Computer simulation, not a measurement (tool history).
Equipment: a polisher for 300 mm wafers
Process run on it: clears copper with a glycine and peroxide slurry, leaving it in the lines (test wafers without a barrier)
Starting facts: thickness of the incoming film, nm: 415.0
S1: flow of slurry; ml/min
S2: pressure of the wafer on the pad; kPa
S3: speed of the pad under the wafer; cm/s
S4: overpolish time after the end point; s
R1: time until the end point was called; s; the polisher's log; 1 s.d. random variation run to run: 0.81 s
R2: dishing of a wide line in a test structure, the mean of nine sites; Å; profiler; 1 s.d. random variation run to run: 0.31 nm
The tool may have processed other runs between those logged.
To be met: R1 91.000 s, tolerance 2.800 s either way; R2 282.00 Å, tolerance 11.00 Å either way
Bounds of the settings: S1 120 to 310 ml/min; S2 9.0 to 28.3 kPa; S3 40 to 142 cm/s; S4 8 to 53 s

{"run": 1, "hour": 0.0, "S1": 200, "S2": 18.6, "S3": 90, "S4": 27, "R1": 81.161, "R2": 807.76}
{"run": 2, "hour": 2.7, "S1": 185, "S2": 16.5, "S3": 96, "S4": 23, "R1": 84.792, "R2": 704.92}
{"run": 3, "hour": 8.8, "S1": 210, "S2": 15.2, "S3": 96, "S4": 20, "R1": 88.856, "R2": 612.07}
{"run": 4, "hour": 14.8, "S1": 185, "S2": 15.2, "S3": 96, "S4": 20, "R1": 89.759, "R2": 597.15}
{"run": 5, "hour": 18.2, "S1": 170, "S2": 13.8, "S3": 100, "S4": 17, "R1": 94.693, "R2": 510.05}
{"run": 6, "hour": 25.1, "S1": 170, "S2": 13.8, "S3": 100, "S4": 8, "R1": 94.33, "R2": 269.0}
{"run": 7, "hour": 31.5, "S1": 175, "S2": 13.8, "S3": 100, "S4": 8, "R1": 95.395, "R2": 271.7}
{"run": 8, "hour": 40.0, "S1": 180, "S2": 13.8, "S3": 100, "S4": 8, "R1": 95.083, "R2": 272.99}

Which of these 4 next moves meets every target?
{"run": "A", "hour": 48.5, "S1": 125, "S2": 14.5, "S3": 100, "S4": 8, "R1": "?", "R2": "?"}
{"run": "B", "hour": 48.5, "S1": 185, "S2": 15.2, "S3": 106, "S4": 8, "R1": "?", "R2": "?"}
{"run": "C", "hour": 48.5, "S1": 150, "S2": 15.9, "S3": 88, "S4": 8, "R1": "?", "R2": "?"}
{"run": "D", "hour": 48.5, "S1": 140, "S2": 15.2, "S3": 102, "S4": 8, "R1": "?", "R2": "?"}

move=A R1=98.544 R2=261.79
move=B R1=84.279 R2=301.01
move=C R1=98.318 R2=263.33
move=D R1=91.539 R2=279.87
A: the biggest miss grows against the last run
B: pushes the last run's worst result past its target
C: the biggest miss grows against the last run
D: every result lands within tolerance
Answer: D
